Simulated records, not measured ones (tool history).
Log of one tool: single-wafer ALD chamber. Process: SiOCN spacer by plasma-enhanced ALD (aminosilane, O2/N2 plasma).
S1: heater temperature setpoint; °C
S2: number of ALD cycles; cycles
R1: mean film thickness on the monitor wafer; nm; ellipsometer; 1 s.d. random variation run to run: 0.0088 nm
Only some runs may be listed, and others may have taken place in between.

run 1 day=0.000 | S1=380 S2=46 | R1=2.9231
run 2 day=0.162 | S1=370 S2=46 | R1=2.9288
run 3 day=0.267 | S1=370 S2=44 | R1=2.7995
run 4 day=0.308 | S1=359 S2=44 | R1=2.7957
run 5 day=0.404 | S1=356 S2=44 | R1=2.8117
run 6 day=0.538 | S1=356 S2=44 | R1=2.8130
run 7 day=0.612 | S1=356 S2=42 | R1=2.6604
run 8 day=0.858 | S1=356 S2=41 | R1=2.6374

Run 9 comes next. What will it give?
run 9 day=1.012 | S1=356 S2=39 | R1=?

R1: 2.4903 nm
